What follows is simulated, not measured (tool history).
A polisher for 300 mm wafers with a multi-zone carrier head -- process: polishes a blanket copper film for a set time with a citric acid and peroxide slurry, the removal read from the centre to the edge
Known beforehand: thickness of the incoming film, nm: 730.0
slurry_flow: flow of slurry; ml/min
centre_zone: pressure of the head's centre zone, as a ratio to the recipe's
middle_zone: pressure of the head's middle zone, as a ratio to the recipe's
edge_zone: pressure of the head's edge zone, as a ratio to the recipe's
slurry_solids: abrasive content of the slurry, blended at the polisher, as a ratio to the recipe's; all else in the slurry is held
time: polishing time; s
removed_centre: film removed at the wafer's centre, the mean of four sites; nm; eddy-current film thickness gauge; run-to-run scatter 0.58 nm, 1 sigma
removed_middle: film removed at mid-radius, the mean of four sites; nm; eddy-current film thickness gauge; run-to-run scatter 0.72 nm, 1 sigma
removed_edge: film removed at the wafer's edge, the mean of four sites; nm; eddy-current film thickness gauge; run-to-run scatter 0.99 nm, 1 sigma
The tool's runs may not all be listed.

run 1 day=0 | slurry_flow=125 centre_zone=1 middle_zone=1 edge_zone=1 slurry_solids=1 time=57 | removed_centre=67.66 removed_middle=66.593 removed_edge=65.846
run 2 day=0.05 | slurry_flow=95 centre_zone=1 middle_zone=1 edge_zone=1 slurry_solids=1 time=57 | removed_centre=64.897 removed_middle=62.879 removed_edge=64.766
run 3 day=0.421 | slurry_flow=95 centre_zone=1 middle_zone=1 edge_zone=1 slurry_solids=0.85 time=57 | removed_centre=61.843 removed_middle=61.646 removed_edge=61.759
run 4 day=0.721 | slurry_flow=110 centre_zone=1.02 middle_zone=1.01 edge_zone=1.05 slurry_solids=1 time=57 | removed_centre=67.02 removed_middle=64.768 removed_edge=67.666
run 5 day=0.967 | slurry_flow=110 centre_zone=1.05 middle_zone=1.01 edge_zone=1.05 slurry_solids=1 time=57 | removed_centre=69.489 removed_middle=64.887 removed_edge=65.753
run 6 day=1.1 | slurry_flow=130 centre_zone=1.05 middle_zone=1.01 edge_zone=1.09 slurry_solids=1.1 time=57 | removed_centre=73.333 removed_middle=68.944 removed_edge=71.733
run 7 day=1.225 | slurry_flow=145 centre_zone=1.06 middle_zone=1 edge_zone=1.11 slurry_solids=1.15 time=57 | removed_centre=75.364 removed_middle=70.064 removed_edge=71.892

Expected results for the next run?
run 8 day=1.4 | slurry_flow=150 centre_zone=1.06 middle_zone=1 edge_zone=1.13 slurry_solids=1.25 time=57 | removed_centre=? removed_middle=? removed_edge=?

{"run 8": {"removed_centre": 76.409, "removed_middle": 70.995, "removed_edge": 74.831}}
